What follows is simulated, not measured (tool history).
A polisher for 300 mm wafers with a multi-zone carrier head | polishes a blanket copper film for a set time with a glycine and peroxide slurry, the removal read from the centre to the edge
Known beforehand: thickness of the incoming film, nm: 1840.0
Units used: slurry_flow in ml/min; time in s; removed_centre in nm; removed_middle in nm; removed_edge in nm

run	hour	slurry_flow	centre_zone	middle_zone	edge_zone	time	removed_centre	removed_middle	removed_edge
1	0.0	250	1.00	1.00	1.00	71	375.00	360.95	366.52
2	7.1	250	1.00	1.00	0.94	71	367.02	362.63	351.04
3	9.9	240	0.95	0.97	0.94	70	341.07	348.40	351.42
4	12.9	240	0.95	1.00	0.94	70	340.71	358.42	345.55
5	19.7	240	0.95	0.96	0.94	70	345.01	346.61	346.15
6	27.7	230	0.92	0.94	0.95	69	326.64	335.10	344.08
7	33.5	225	0.89	0.92	0.95	69	311.88	327.98	342.78
8	42.2	220	0.87	0.91	0.95	69	314.11	319.41	334.33

For run 9, what comes out?
9	43.8	225	0.81	0.96	1.05	64	?	?	?

Run 9 measured removed_centre 262.85 nm, removed_middle 313.72 nm, removed_edge 328.03 nm.
